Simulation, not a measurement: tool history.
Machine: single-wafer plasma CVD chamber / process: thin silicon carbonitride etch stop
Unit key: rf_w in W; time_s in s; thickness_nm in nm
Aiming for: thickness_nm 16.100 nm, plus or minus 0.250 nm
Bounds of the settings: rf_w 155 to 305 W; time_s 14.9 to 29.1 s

run	hour	rf_w	time_s	thickness_nm
1	0.0	230	22.0	12.668
2	7.9	245	22.0	12.750
3	11.2	265	22.0	12.854
4	20.1	285	22.0	13.089
5	25.1	285	24.7	14.729
6	33.0	285	22.7	13.562
7	35.9	290	23.5	14.043
8	43.3	290	24.1	14.368
9	43.9	290	24.6	14.643

Of the 4 settings listed for the next run, only one would bring every result within its allowed miss of target. Which one?
A	44.5	300	27.6	?
B	44.5	290	25.6	?
C	44.5	265	27.2	?
D	44.5	285	22.2	?

move	thickness_nm
A	16.732
B	15.416
C	16.097
D	13.323
A: moves the result that the last run missed by most past its target, out the other side
B: an improvement on the last run, though not all results are within tolerance
C: all results land within tolerance of their targets
D: moves away from the targets compared with the last run
So the answer is move C, the one that meets all the targets.
